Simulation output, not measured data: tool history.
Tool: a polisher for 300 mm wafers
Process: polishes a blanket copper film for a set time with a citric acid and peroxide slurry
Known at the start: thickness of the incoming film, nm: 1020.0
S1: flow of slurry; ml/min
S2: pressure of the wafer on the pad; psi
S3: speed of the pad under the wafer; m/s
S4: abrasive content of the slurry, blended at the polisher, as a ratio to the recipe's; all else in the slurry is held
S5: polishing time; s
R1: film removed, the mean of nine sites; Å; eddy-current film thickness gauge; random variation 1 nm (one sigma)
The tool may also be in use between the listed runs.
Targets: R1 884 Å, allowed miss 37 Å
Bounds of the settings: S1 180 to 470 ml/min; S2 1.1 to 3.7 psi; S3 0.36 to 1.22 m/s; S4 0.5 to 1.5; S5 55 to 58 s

run 1 hour=0 | S1=300 S2=2.4 S3=0.78 S4=1 S5=55 | R1=638.48
run 2 hour=1.8 | S1=300 S2=2.4 S3=0.66 S4=1 S5=55 | R1=543.88
run 3 hour=10.3 | S1=300 S2=2.7 S3=0.66 S4=1 S5=55 | R1=611.15
run 4 hour=12.3 | S1=300 S2=3 S3=0.66 S4=1 S5=55 | R1=663.73
run 5 hour=13.6 | S1=300 S2=3.2 S3=0.68 S4=1 S5=55 | R1=736.51
run 6 hour=21.4 | S1=300 S2=3.2 S3=0.68 S4=0.8 S5=55 | R1=705.99
run 7 hour=22.7 | S1=300 S2=3.2 S3=0.68 S4=0.8 S5=55 | R1=704.63
run 8 hour=23.8 | S1=300 S2=3.7 S3=0.7 S4=0.8 S5=55 | R1=847.92

5 next moves are on the table. One of them brings every result within its allowed miss. Which?
run A hour=24.9 | S1=220 S2=3.7 S3=0.7 S4=0.6 S5=58 | R1=?
run B hour=24.9 | S1=375 S2=3.6 S3=0.66 S4=0.85 S5=56 | R1=?
run C hour=24.9 | S1=355 S2=3.6 S3=0.62 S4=1.15 S5=55 | R1=?
run D hour=24.9 | S1=325 S2=3.7 S3=0.72 S4=0.8 S5=57 | R1=?
run E hour=24.9 | S1=325 S2=3.6 S3=0.78 S4=0.5 S5=55 | R1=?

move=A R1=790.91
move=B R1=799.45
move=C R1=785.62
move=D R1=887.07
move=E R1=817.75
A: further off than the last run
B: further off than the last run
C: further off than the last run
D: meets every target
E: further off than the last run
Move D is the one to make.
